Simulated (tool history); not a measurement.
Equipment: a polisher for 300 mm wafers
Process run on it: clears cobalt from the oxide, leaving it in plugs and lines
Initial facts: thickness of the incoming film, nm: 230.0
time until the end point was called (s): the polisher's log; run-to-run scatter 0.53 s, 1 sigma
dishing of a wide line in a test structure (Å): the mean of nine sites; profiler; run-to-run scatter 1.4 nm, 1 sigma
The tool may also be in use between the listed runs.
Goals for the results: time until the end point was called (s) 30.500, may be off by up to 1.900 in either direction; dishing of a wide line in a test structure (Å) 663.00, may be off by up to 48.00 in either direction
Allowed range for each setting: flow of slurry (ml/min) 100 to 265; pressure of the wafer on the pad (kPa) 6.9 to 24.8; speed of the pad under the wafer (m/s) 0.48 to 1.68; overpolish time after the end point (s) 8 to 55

run	day	flow of slurry (ml/min)	pressure of the wafer on the pad (kPa)	speed of the pad under the wafer (m/s)	overpolish time after the end point (s)	time until the end point was called (s)	dishing of a wide line in a test structure (Å)
1	0.000	170	15.9	1.08	28	48.432	606.77
2	0.183	195	15.9	1.08	28	47.454	596.00
3	0.462	195	15.9	1.08	17	48.006	486.82
4	0.667	195	15.9	0.84	17	56.034	440.79
5	0.842	235	15.9	0.84	17	55.272	444.21
6	1.096	235	17.9	0.90	20	45.166	552.77
7	1.279	235	19.3	0.92	18	41.121	524.49
8	1.412	235	20.7	0.94	20	39.538	552.58

Pick the move, out of 5, that brings all results within their allowed miss; only one does.
A	1.546	225	17.9	0.96	29	?	?
B	1.546	225	17.2	1.00	14	?	?
C	1.546	230	20.7	0.62	32	?	?
D	1.546	265	24.8	0.76	22	?	?
E	1.546	240	22.8	1.20	25	?	?

move	time until the end point was called (s)	dishing of a wide line in a test structure (Å)
A	43.668	608.81
B	44.170	452.40
C	49.210	606.24
D	36.104	594.06
E	29.549	637.82
A: further off than the last run
B: further off than the last run
C: further off than the last run
D: an improvement on the last run, though not all results are within tolerance
E: all results in spec
The move that meets every target is E.
